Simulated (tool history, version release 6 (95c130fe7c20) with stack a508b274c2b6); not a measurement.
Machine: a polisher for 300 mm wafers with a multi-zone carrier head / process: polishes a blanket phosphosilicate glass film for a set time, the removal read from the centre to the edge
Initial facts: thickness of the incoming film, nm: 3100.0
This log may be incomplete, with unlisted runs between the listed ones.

| run | hour | flow of slurry (ml/min) | pressure of the head's centre zone | pressure of the head's middle zone | pressure of the head's edge zone | abrasive content of the slurry | polishing time (s) | film removed at the wafer's centre (nm) | film removed at mid-radius (nm) | film removed at the wafer's edge (nm) |
|---|---|---|---|---|---|---|---|---|---|---|
| 1 | 0 | 245 | 1 | 1 | 1 | 1 | 78 | 661.88 | 644.87 | 660.07 |
| 2 | 0.7 | 245 | 1.05 | 1 | 1 | 1 | 78 | 671.56 | 633.76 | 662.49 |
| 3 | 3.3 | 230 | 0.99 | 1.01 | 1.04 | 0.9 | 76 | 590.53 | 580.91 | 619.47 |
| 4 | 11.4 | 230 | 0.95 | 1.01 | 1.04 | 0.9 | 76 | 558.84 | 587.6 | 614.45 |
| 5 | 15.8 | 225 | 0.92 | 1.01 | 1.03 | 0.8 | 76 | 494.11 | 551.93 | 576.6 |
| 6 | 21.9 | 220 | 0.91 | 1 | 1 | 0.75 | 76 | 486.87 | 530.87 | 555.91 |
| 7 | 30.2 | 215 | 0.89 | 1 | 0.99 | 0.7 | 76 | 456.07 | 499.47 | 512.11 |
| 8 | 34.4 | 215 | 0.89 | 1 | 0.99 | 0.7 | 76 | 456.27 | 500.03 | 514.53 |

Run 9, settings as shown, results not yet in. Your forecast:
| 9 | 42.8 | 210 | 0.87 | 1 | 0.99 | 0.7 | 76 | ? | ? | ? |

film removed at the wafer's centre (nm): 438.6
film removed at mid-radius (nm): 494.27
film removed at the wafer's edge (nm): 512.6

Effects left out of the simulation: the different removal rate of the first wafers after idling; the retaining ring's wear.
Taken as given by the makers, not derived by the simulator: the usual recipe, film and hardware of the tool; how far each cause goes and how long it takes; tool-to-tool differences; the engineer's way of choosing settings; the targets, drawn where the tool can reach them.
